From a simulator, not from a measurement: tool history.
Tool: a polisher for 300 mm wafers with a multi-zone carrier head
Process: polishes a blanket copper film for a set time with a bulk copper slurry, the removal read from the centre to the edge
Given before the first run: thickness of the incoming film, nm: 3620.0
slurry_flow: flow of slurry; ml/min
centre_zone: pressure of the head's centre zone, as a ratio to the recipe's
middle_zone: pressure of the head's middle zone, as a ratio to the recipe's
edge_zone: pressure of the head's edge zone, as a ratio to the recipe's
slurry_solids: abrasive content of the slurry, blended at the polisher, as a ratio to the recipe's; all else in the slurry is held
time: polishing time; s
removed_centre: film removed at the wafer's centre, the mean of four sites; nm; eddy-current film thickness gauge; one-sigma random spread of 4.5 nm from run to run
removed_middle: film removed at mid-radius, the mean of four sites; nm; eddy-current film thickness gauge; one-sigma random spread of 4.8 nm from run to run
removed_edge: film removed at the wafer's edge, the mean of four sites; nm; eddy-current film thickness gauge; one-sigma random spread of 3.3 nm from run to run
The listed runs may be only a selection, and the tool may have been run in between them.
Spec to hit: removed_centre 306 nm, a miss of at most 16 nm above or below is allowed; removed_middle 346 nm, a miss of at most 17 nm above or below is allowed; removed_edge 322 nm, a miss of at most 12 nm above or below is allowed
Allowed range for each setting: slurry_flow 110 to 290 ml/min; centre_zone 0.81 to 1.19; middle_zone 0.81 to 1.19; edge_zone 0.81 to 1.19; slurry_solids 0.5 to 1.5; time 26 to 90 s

| run | hour | slurry_flow | centre_zone | middle_zone | edge_zone | slurry_solids | time | removed_centre | removed_middle | removed_edge |
|---|---|---|---|---|---|---|---|---|---|---|
| 1 | 0 | 185 | 1 | 1 | 1 | 1 | 58 | 347.97 | 353.69 | 355.55 |
| 2 | 0.6 | 180 | 0.99 | 1.01 | 0.98 | 0.95 | 58 | 334.65 | 351.28 | 339.08 |
| 3 | 8.2 | 175 | 0.98 | 1.01 | 0.97 | 0.95 | 58 | 327.7 | 341.23 | 338.3 |
| 4 | 14.4 | 175 | 0.97 | 1.02 | 0.96 | 0.95 | 58 | 324.49 | 352.75 | 335.65 |
| 5 | 16.6 | 175 | 0.97 | 1.02 | 0.96 | 1.05 | 58 | 344.3 | 366.89 | 349.5 |
| 6 | 24 | 170 | 0.96 | 1.02 | 0.95 | 1.05 | 58 | 332.36 | 359.02 | 342.25 |
|  | 30.1 | worn pad replaced by a new one |
| 7 | 30.1 | 165 | 0.95 | 1.02 | 0.94 | 1.05 | 58 | 369.93 | 403.49 | 375.09 |
| 8 | 34.7 | 180 | 0.95 | 1.03 | 0.95 | 1.05 | 58 | 378.05 | 404.29 | 379.3 |
| 9 | 38.2 | 170 | 0.95 | 1.03 | 0.95 | 1.05 | 58 | 370.43 | 416.84 | 387.42 |
| 10 | 41.3 | 155 | 0.96 | 1.03 | 0.95 | 1 | 58 | 366.06 | 400.74 | 368.38 |
| 11 | 43.9 | 125 | 0.86 | 0.98 | 0.9 | 0.75 | 56 | 271 | 328.3 | 313.2 |

Next run, 5 choices. One meets every target within its allowed miss, the rest don't. Which?
| A | 46.5 | 150 | 1.02 | 0.96 | 0.81 | 1.05 | 54 | ? | ? | ? |
| B | 46.5 | 160 | 1.01 | 0.83 | 0.99 | 0.7 | 59 | ? | ? | ? |
| C | 46.5 | 135 | 0.87 | 0.96 | 0.81 | 0.65 | 61 | ? | ? | ? |
| D | 46.5 | 185 | 0.9 | 0.81 | 0.91 | 0.65 | 63 | ? | ? | ? |
| E | 46.5 | 110 | 0.81 | 1.05 | 0.88 | 0.75 | 59 | ? | ? | ? |

| move | removed_centre | removed_middle | removed_edge |
|---|---|---|---|
| A | 362.61 | 347 | 322.61 |
| B | 357.31 | 305.9 | 351.29 |
| C | 301.14 | 339.43 | 317.13 |
| D | 341.76 | 321.54 | 359.6 |
| E | 267.86 | 351.99 | 320.12 |
A: pushes the last run's worst result past its target
B: pushes the last run's worst result past its target
C: meets every target
D: pushes the last run's worst result past its target
E: the biggest miss grows against the last run
Move C is the one to make.

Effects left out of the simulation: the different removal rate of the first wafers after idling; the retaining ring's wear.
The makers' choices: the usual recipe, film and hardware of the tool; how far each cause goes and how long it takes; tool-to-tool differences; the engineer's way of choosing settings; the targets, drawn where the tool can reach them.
